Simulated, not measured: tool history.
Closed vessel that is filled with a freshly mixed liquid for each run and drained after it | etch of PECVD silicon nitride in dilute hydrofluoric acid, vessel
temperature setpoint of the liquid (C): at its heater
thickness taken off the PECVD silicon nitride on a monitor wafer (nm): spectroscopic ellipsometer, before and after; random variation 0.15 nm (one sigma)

run	hour	temperature setpoint of the liquid (C)	parts of water to one part of 49 % hydrofluoric acid (parts by volume)	time in the liquid (s)	thickness taken off the PECVD silicon nitride on a monitor wafer (nm)
1	0	26	115	670	19.745
2	2.9	26	115	715	20.89
3	9.5	27.5	115	715	22.914
4	11.1	29	115	715	25.49
5	13.6	29	115	715	25.197
6	18.3	30	115	715	26.805
7	19.5	30.5	115	715	27.851
8	24.5	31	115	715	28.771

Forecast run 9:
9	27.6	31.5	115	715	?

Run 9 gave thickness taken off the PECVD silicon nitride on a monitor wafer (nm) 29.444.
